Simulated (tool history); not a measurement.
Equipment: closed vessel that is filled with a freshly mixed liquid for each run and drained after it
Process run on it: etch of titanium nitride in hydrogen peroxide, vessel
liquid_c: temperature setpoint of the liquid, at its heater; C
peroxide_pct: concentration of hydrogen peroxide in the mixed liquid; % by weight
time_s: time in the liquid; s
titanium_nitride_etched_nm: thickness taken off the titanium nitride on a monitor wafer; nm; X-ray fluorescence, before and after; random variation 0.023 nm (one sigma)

{"run": 1, "day": 0.0, "liquid_c": 45.0, "peroxide_pct": 17.5, "time_s": 40, "titanium_nitride_etched_nm": 2.2253}
{"run": 2, "day": 0.354, "liquid_c": 45.0, "peroxide_pct": 17.5, "time_s": 40, "titanium_nitride_etched_nm": 2.2155}
{"run": 3, "day": 0.629, "liquid_c": 46.5, "peroxide_pct": 17.5, "time_s": 40, "titanium_nitride_etched_nm": 2.5125}
{"run": 4, "day": 0.808, "liquid_c": 46.5, "peroxide_pct": 17.5, "time_s": 30, "titanium_nitride_etched_nm": 1.8887}
{"run": 5, "day": 1.004, "liquid_c": 51.5, "peroxide_pct": 17.5, "time_s": 30, "titanium_nitride_etched_nm": 2.6905}
{"run": 6, "day": 1.225, "liquid_c": 53.0, "peroxide_pct": 17.5, "time_s": 30, "titanium_nitride_etched_nm": 2.9925}
{"run": 7, "day": 1.325, "liquid_c": 54.0, "peroxide_pct": 17.5, "time_s": 30, "titanium_nitride_etched_nm": 3.2174}
{"run": 8, "day": 1.45, "liquid_c": 54.5, "peroxide_pct": 17.5, "time_s": 30, "titanium_nitride_etched_nm": 3.3351}
{"run": 9, "day": 1.546, "liquid_c": 55.0, "peroxide_pct": 17.5, "time_s": 30, "titanium_nitride_etched_nm": 3.4308}
{"run": 10, "day": 1.925, "liquid_c": 55.5, "peroxide_pct": 17.5, "time_s": 30, "titanium_nitride_etched_nm": 3.5485}

Estimate the outcome of run 11 from the log above:
{"run": 11, "day": 2.071, "liquid_c": 56.0, "peroxide_pct": 17.5, "time_s": 30, "titanium_nitride_etched_nm": "?"}

titanium_nitride_etched_nm: 3.7018 nm
